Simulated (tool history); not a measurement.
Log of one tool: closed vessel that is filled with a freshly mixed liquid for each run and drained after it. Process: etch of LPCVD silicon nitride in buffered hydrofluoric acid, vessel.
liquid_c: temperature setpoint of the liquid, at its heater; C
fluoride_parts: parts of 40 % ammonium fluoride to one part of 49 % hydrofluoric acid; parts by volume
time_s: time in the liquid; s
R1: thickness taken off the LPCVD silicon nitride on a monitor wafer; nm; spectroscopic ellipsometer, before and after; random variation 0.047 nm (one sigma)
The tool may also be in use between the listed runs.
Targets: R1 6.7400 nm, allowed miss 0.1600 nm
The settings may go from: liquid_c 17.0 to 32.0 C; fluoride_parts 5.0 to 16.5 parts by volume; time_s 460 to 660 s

{"run": 1, "hour": 0.0, "liquid_c": 24.0, "fluoride_parts": 10.0, "time_s": 660, "R1": 10.037}
{"run": 2, "hour": 2.8, "liquid_c": 22.0, "fluoride_parts": 10.0, "time_s": 660, "R1": 9.0118}
{"run": 3, "hour": 10.0, "liquid_c": 22.0, "fluoride_parts": 10.0, "time_s": 660, "R1": 8.9145}
{"run": 4, "hour": 11.9, "liquid_c": 20.5, "fluoride_parts": 10.0, "time_s": 660, "R1": 8.1789}
{"run": 5, "hour": 13.5, "liquid_c": 22.0, "fluoride_parts": 10.0, "time_s": 660, "R1": 8.9133}
{"run": 6, "hour": 20.7, "liquid_c": 22.0, "fluoride_parts": 10.0, "time_s": 660, "R1": 9.031}
{"run": 7, "hour": 24.4, "liquid_c": 20.5, "fluoride_parts": 10.0, "time_s": 660, "R1": 8.1665}
{"run": 8, "hour": 30.2, "liquid_c": 20.5, "fluoride_parts": 10.0, "time_s": 660, "R1": 8.1727}
{"run": 9, "hour": 37.0, "liquid_c": 20.5, "fluoride_parts": 10.0, "time_s": 660, "R1": 8.3814}
{"run": 10, "hour": 37.7, "liquid_c": 17.0, "fluoride_parts": 10.5, "time_s": 660, "R1": 6.4553}

Which of these 4 next moves meets every target?
{"run": "A", "hour": 38.4, "liquid_c": 18.5, "fluoride_parts": 11.0, "time_s": 660, "R1": "?"}
{"run": "B", "hour": 38.4, "liquid_c": 17.0, "fluoride_parts": 10.5, "time_s": 620, "R1": "?"}
{"run": "C", "hour": 38.4, "liquid_c": 18.0, "fluoride_parts": 11.0, "time_s": 640, "R1": "?"}
{"run": "D", "hour": 38.4, "liquid_c": 18.0, "fluoride_parts": 10.0, "time_s": 640, "R1": "?"}

move=A R1=6.6943
move=B R1=6.0426
move=C R1=6.3101
move=D R1=6.9244
A: meets every target
B: further off than the last run
C: further off than the last run
D: takes the result that was furthest off past its target
The right move is A.
